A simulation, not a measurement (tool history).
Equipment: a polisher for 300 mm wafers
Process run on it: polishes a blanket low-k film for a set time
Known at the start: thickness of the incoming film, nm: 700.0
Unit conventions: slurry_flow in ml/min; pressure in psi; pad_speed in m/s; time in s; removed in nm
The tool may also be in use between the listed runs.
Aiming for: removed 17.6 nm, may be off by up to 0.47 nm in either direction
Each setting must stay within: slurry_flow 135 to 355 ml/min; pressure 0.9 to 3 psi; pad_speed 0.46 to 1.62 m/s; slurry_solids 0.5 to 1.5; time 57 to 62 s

run,day,slurry_flow,pressure,pad_speed,slurry_solids,time,removed
1,0,225,1.9,1.04,1,62,22.334
2,0.342,220,1.8,1.04,1,62,21.204
3,0.696,220,1.3,1.04,1,62,15.5
4,0.921,225,1.4,1.04,1,62,16.859
5,0.975,225,1.4,1.04,1,57,15.325
6,1.25,225,1.4,1.04,0.9,57,14.403
7,1.342,250,1.8,1.04,0.9,57,18.881
8,1.567,240,1.8,1.04,0.9,57,18.474
9,1.596,240,1.8,1.04,0.9,57,18.855
10,1.725,230,1.8,1.04,0.9,57,18.814

Exercise: of the 4 proposed moves below, exactly one satisfies all targets within the stated allowed misses. Which move is it?
A,1.854,180,1.7,0.86,1.1,62,?
B,1.854,245,1.9,0.96,0.9,58,?
C,1.854,265,2.4,0.86,0.5,60,?
D,1.854,205,2,0.98,0.9,62,?

move,removed
A,17.438
B,18.89
C,16.264
D,21.081
A: hits every target within its allowed miss
B: lands further from the targets than the last run did
C: pushes the last run's worst result past its target
D: lands further from the targets than the last run did
Answer: A
